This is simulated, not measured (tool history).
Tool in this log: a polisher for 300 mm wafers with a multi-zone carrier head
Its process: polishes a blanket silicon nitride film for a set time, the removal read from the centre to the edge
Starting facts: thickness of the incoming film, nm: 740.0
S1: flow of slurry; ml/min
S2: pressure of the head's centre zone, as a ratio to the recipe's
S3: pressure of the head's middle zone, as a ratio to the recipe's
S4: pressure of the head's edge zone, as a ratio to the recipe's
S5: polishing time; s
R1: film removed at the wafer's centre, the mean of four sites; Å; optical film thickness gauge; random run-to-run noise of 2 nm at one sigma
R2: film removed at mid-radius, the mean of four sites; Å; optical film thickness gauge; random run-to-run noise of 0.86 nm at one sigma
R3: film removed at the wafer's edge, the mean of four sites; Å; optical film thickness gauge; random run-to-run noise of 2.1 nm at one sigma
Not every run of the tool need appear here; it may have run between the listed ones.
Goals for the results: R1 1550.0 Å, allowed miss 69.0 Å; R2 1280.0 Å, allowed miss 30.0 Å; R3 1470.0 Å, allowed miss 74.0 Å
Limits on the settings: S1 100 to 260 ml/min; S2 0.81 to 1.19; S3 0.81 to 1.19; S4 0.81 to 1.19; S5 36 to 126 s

run	hour	S1	S2	S3	S4	S5	R1	R2	R3
1	0.0	165	1.00	1.00	1.00	81	2022.1	1982.0	2109.0
2	8.8	165	1.05	1.00	1.00	81	2106.8	1998.1	2152.6
3	11.3	135	1.05	1.00	1.00	81	1968.1	1900.8	2042.2
4	13.8	135	1.05	1.00	1.00	90	2212.1	2098.9	2302.6
5	22.5	135	1.05	1.00	1.09	90	2235.3	2111.0	2405.1
# hour 23.6: edge zone pressure recalibrated
6	23.6	135	0.97	1.00	1.09	90	2076.9	2077.7	2308.6
7	28.1	130	1.00	0.96	1.02	83	1901.0	1861.6	1991.9
8	29.3	125	1.03	0.92	1.04	78	1841.6	1683.5	1884.5
9	30.9	120	1.04	0.89	1.04	74	1742.7	1536.0	1794.9

Exactly one of the 5 candidate moves below puts every result within its allowed miss. Which one?
A	32.5	115	1.02	1.03	1.03	88	?	?	?
B	32.5	120	1.09	0.87	0.94	63	?	?	?
C	32.5	110	1.10	0.85	1.00	70	?	?	?
D	32.5	165	1.07	1.09	0.81	62	?	?	?
E	32.5	130	1.12	0.84	1.07	69	?	?	?

move	R1	R2	R3
A	1986.0	2035.1	2048.1
B	1512.3	1280.4	1418.3
C	1642.6	1360.1	1595.0
D	1598.6	1640.4	1371.4
E	1731.4	1391.4	1679.3
A: the biggest miss grows against the last run
B: every result lands within tolerance
C: closer than the last run, but not yet in spec
D: the biggest miss grows against the last run
E: closer than the last run, but not yet in spec
The move that meets every target is B.
